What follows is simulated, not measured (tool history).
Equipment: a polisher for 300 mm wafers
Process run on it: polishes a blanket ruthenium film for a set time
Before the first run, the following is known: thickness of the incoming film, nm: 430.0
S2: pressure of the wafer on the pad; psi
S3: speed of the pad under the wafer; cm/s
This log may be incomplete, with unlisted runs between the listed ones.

Run 1, hour 0.0: flow of slurry (ml/min) 170, S2 2.6 psi, S3 112 cm/s, polishing time (s) 106. Result: film removed (angstrom) 1939.5.
Run 2, hour 4.5: flow of slurry (ml/min) 170, S2 2.8 psi, S3 112 cm/s, polishing time (s) 106. Result: film removed (angstrom) 2022.5.
Run 3, hour 10.8: flow of slurry (ml/min) 170, S2 2.8 psi, S3 112 cm/s, polishing time (s) 106. Result: film removed (angstrom) 2040.6.
Run 4, hour 19.1: flow of slurry (ml/min) 170, S2 3.0 psi, S3 112 cm/s, polishing time (s) 106. Result: film removed (angstrom) 2144.2.
Run 5, hour 25.8: flow of slurry (ml/min) 170, S2 3.0 psi, S3 88 cm/s, polishing time (s) 106. Result: film removed (angstrom) 1685.1.
Run 6, hour 28.7: flow of slurry (ml/min) 170, S2 3.4 psi, S3 88 cm/s, polishing time (s) 106. Result: film removed (angstrom) 1877.4.

Run 7, settings as shown, results not yet in. Your forecast:
Run 7, hour 34.8: flow of slurry (ml/min) 170, S2 3.5 psi, S3 92 cm/s, polishing time (s) 106. Result: film removed (angstrom) ?.

{"run 7": {"film removed (angstrom)": 2057.3}}

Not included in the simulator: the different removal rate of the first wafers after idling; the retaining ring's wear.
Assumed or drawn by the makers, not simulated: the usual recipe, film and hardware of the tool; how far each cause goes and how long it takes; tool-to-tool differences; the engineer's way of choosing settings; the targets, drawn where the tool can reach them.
